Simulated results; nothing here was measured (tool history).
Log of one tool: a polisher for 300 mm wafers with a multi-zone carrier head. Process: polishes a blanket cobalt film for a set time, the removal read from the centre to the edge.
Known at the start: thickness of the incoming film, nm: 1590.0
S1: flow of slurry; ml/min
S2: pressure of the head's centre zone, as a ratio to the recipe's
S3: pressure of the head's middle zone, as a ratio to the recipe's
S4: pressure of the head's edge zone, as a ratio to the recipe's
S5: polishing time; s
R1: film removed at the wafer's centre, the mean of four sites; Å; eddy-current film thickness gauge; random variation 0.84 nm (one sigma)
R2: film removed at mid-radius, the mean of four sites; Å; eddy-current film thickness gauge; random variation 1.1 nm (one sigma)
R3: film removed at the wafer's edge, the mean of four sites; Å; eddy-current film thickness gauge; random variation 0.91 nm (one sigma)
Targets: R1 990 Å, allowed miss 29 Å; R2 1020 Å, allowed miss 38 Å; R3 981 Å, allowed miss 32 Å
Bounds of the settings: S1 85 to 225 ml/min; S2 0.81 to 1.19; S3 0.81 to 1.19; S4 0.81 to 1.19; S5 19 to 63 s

run	hour	S1	S2	S3	S4	S5	R1	R2	R3
1	0	145	1	1	1	41	1668.3	1762.4	1693.8
2	2.4	140	0.99	0.98	0.97	37	1485	1508.7	1489.4
3	4.2	135	0.97	0.98	0.94	34	1328.1	1420.3	1375.5
4	10.3	135	0.97	0.97	0.92	31	1213.8	1243.2	1265.8
5	17.3	155	0.97	0.97	0.92	31	1219.6	1305.1	1259.5
6	25.2	160	0.97	0.96	0.9	29	1185.2	1201.1	1166.3
7	29.1	165	0.96	0.95	0.88	28	1133.4	1170.3	1127.3
8	36	170	0.95	0.94	0.87	27	1081.8	1128.1	1066.3
9	37.9	170	0.94	0.93	0.86	27	1061.3	1104	1093.6
10	42.8	170	0.94	0.93	0.85	26	1041.8	1065.8	1043.9
11	45.2	170	0.94	0.93	0.84	26	1023.9	1071.8	1034.5
12	51.1	170	0.94	0.93	0.83	26	1044.4	1083	1007.5

Which of these 5 next moves meets every target?
A	57	140	0.94	0.92	0.82	26	?	?	?
B	57	180	0.88	1.04	0.84	25	?	?	?
C	57	210	0.88	1.05	0.86	25	?	?	?
D	57	165	0.86	0.99	0.87	26	?	?	?
E	57	160	0.93	0.97	0.83	27	?	?	?

move	R1	R2	R3
A	989.16	1031.1	996.81
B	932.32	1136	995.96
C	954.92	1169.2	1022.3
D	933.11	1121.9	1042.8
E	1042.7	1140.7	1056.9
A: meets every target
B: takes the result that was furthest off past its target
C: takes the result that was furthest off past its target
D: takes the result that was furthest off past its target
E: further off than the last run
The right move is A.

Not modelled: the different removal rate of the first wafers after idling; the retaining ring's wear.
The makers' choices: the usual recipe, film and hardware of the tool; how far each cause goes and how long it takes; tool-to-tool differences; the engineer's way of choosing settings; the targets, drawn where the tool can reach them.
